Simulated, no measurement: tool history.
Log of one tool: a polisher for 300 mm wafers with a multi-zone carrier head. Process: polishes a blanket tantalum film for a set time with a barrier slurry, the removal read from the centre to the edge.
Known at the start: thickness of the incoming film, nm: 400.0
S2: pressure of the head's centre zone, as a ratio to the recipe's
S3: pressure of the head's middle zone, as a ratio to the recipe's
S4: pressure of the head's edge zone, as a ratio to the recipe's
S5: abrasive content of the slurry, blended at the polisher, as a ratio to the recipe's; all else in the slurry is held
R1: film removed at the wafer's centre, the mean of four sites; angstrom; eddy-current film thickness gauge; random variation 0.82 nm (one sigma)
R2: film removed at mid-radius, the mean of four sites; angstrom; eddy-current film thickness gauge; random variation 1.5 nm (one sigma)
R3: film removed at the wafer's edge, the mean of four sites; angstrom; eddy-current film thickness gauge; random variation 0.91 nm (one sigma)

{"run": 1, "hour": 0.0, "flow of slurry (ml/min)": 135, "S2": 1.0, "S3": 1.0, "S4": 1.0, "S5": 1.0, "polishing time (s)": 40, "R1": 796.37, "R2": 817.03, "R3": 806.91}
{"run": 2, "hour": 7.1, "flow of slurry (ml/min)": 145, "S2": 1.02, "S3": 1.03, "S4": 1.01, "S5": 1.1, "polishing time (s)": 41, "R1": 857.42, "R2": 869.84, "R3": 856.11}
{"run": 3, "hour": 10.8, "flow of slurry (ml/min)": 145, "S2": 1.02, "S3": 1.03, "S4": 1.01, "S5": 1.0, "polishing time (s)": 41, "R1": 842.63, "R2": 873.02, "R3": 828.21}
{"run": 4, "hour": 15.5, "flow of slurry (ml/min)": 145, "S2": 1.02, "S3": 1.0, "S4": 1.01, "S5": 1.0, "polishing time (s)": 41, "R1": 833.53, "R2": 842.78, "R3": 843.84}
{"run": 5, "hour": 23.8, "flow of slurry (ml/min)": 145, "S2": 0.99, "S3": 1.0, "S4": 1.01, "S5": 1.0, "polishing time (s)": 41, "R1": 812.75, "R2": 858.75, "R3": 825.25}
{"run": 6, "hour": 28.9, "flow of slurry (ml/min)": 145, "S2": 0.99, "S3": 1.0, "S4": 1.01, "S5": 0.8, "polishing time (s)": 41, "R1": 767.25, "R2": 798.83, "R3": 793.06}
{"hour": 35.1, "done": "worn pad replaced by a new one"}
{"run": 7, "hour": 35.1, "flow of slurry (ml/min)": 155, "S2": 1.01, "S3": 1.03, "S4": 1.02, "S5": 0.95, "polishing time (s)": 42, "R1": 961.87, "R2": 972.13, "R3": 961.76}

The next listed run, before its measurement:
{"run": 8, "hour": 41.2, "flow of slurry (ml/min)": 160, "S2": 1.0, "S3": 1.05, "S4": 0.99, "S5": 1.0, "polishing time (s)": 42, "R1": "?", "R2": "?", "R3": "?"}

R1: 970.08 angstrom
R2: 1023.70 angstrom
R3: 979.51 angstrom
